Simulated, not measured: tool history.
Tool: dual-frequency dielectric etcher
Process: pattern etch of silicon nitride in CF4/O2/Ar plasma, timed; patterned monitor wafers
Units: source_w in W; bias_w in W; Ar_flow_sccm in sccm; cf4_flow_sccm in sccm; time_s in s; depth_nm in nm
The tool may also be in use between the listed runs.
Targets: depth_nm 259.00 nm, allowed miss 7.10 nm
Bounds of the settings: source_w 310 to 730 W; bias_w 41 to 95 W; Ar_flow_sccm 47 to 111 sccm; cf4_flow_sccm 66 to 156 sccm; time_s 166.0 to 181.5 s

| run | hour | source_w | bias_w | Ar_flow_sccm | cf4_flow_sccm | time_s | depth_nm |
|---|---|---|---|---|---|---|---|
| 1 | 0.0 | 520 | 68 | 79 | 111 | 181.5 | 416.44 |
| 2 | 6.0 | 520 | 68 | 79 | 123 | 181.5 | 418.59 |
| 3 | 7.5 | 480 | 64 | 80 | 122 | 179.5 | 381.58 |
| 4 | 15.3 | 450 | 61 | 81 | 121 | 177.5 | 354.17 |
| 5 | 18.5 | 450 | 61 | 81 | 121 | 166.0 | 330.48 |
| 6 | 21.5 | 430 | 61 | 81 | 121 | 166.0 | 319.39 |
| 7 | 22.3 | 410 | 61 | 81 | 121 | 166.0 | 310.88 |
| 8 | 23.2 | 390 | 61 | 81 | 121 | 166.0 | 300.40 |
| 9 | 29.1 | 380 | 61 | 81 | 121 | 166.0 | 296.63 |
| 10 | 35.8 | 370 | 60 | 81 | 121 | 166.0 | 288.04 |
| 11 | 40.8 | 360 | 60 | 81 | 121 | 166.0 | 284.19 |

4 next moves are on the table. One of them brings every result within its allowed miss. Which?
| A | 45.8 | 310 | 50 | 74 | 125 | 177.5 | ? |
| B | 45.8 | 320 | 49 | 87 | 128 | 169.5 | ? |
| C | 45.8 | 400 | 56 | 77 | 119 | 171.0 | ? |
| D | 45.8 | 310 | 49 | 56 | 113 | 166.0 | ? |

| move | depth_nm |
|---|---|
| A | 259.41 |
| B | 246.12 |
| C | 304.86 |
| D | 246.30 |
A: meets every target
B: takes the result that was furthest off past its target
C: further off than the last run
D: takes the result that was furthest off past its target
The right move is A.
